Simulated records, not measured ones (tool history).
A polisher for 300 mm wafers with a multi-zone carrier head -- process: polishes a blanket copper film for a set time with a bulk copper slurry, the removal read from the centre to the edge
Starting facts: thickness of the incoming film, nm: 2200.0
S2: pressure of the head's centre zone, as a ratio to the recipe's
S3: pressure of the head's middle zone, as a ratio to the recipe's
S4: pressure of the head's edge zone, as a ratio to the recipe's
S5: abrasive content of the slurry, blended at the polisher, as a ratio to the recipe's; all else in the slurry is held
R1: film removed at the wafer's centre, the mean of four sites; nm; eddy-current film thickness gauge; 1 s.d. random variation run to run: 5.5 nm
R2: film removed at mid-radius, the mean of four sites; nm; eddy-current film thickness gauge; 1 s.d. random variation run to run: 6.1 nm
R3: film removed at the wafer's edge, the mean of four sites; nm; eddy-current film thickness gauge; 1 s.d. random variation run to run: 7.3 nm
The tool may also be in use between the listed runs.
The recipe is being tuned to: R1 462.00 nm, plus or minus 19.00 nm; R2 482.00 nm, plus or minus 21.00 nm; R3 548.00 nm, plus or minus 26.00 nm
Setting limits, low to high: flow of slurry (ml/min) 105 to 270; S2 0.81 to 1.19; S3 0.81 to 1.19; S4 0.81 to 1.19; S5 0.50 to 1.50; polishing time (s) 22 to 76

Run 1, day 0.000: flow of slurry (ml/min) 175, S2 1.00, S3 1.00, S4 1.00, S5 1.00, polishing time (s) 49. Result: R1 403.38 nm, R2 382.21 nm, R3 405.27 nm.
Run 2, day 0.262: flow of slurry (ml/min) 175, S2 1.00, S3 1.00, S4 1.04, S5 1.00, polishing time (s) 49. Result: R1 395.40 nm, R2 378.81 nm, R3 407.84 nm.
Run 3, day 0.308: flow of slurry (ml/min) 180, S2 0.98, S3 1.00, S4 1.07, S5 1.10, polishing time (s) 51. Result: R1 429.34 nm, R2 402.05 nm, R3 436.71 nm.
Run 4, day 0.438: flow of slurry (ml/min) 170, S2 0.94, S3 1.00, S4 1.09, S5 1.15, polishing time (s) 54. Result: R1 430.62 nm, R2 429.37 nm, R3 477.52 nm.
Run 5, day 0.483: flow of slurry (ml/min) 170, S2 0.94, S3 1.00, S4 1.05, S5 1.15, polishing time (s) 54. Result: R1 422.80 nm, R2 429.39 nm, R3 475.97 nm.
Run 6, day 0.767: flow of slurry (ml/min) 170, S2 0.94, S3 1.00, S4 0.98, S5 1.15, polishing time (s) 54. Result: R1 433.29 nm, R2 431.84 nm, R3 448.47 nm.
Run 7, day 1.092: flow of slurry (ml/min) 170, S2 0.93, S3 1.00, S4 1.02, S5 1.20, polishing time (s) 55. Result: R1 438.53 nm, R2 441.92 nm, R3 469.52 nm.
Run 8, day 1.300: flow of slurry (ml/min) 170, S2 0.92, S3 1.00, S4 1.05, S5 1.25, polishing time (s) 56. Result: R1 443.58 nm, R2 450.56 nm, R3 497.05 nm.
Run 9, day 1.612: flow of slurry (ml/min) 170, S2 0.92, S3 1.01, S4 1.07, S5 1.30, polishing time (s) 56. Result: R1 444.16 nm, R2 461.39 nm, R3 493.65 nm.

Consider the 4 candidate settings below. Which is the only one whose results all fall within their allowed miss of target?
Run A, day 1.925: flow of slurry (ml/min) 170, S2 0.81, S3 0.85, S4 1.05, S5 1.35, polishing time (s) 60. Result: R1 ?, R2 ?, R3 ?.
Run B, day 1.925: flow of slurry (ml/min) 165, S2 0.91, S3 1.09, S4 1.04, S5 1.35, polishing time (s) 52. Result: R1 ?, R2 ?, R3 ?.
Run C, day 1.925: flow of slurry (ml/min) 185, S2 0.92, S3 1.03, S4 1.19, S5 1.25, polishing time (s) 58. Result: R1 ?, R2 ?, R3 ?.
Run D, day 1.925: flow of slurry (ml/min) 220, S2 1.00, S3 1.10, S4 0.95, S5 1.40, polishing time (s) 49. Result: R1 ?, R2 ?, R3 ?.

move      R1      R2      R3
   A  422.07  430.61  538.14
   B  409.46  456.94  461.33
   C  465.10  488.07  542.30
   D  450.71  458.21  438.82
A: corrects the largest miss of the last run, while another result sits out of spec
B: misses by more than the last run did
C: hits every target within its allowed miss
D: misses by more than the last run did
The move that meets every target is C.
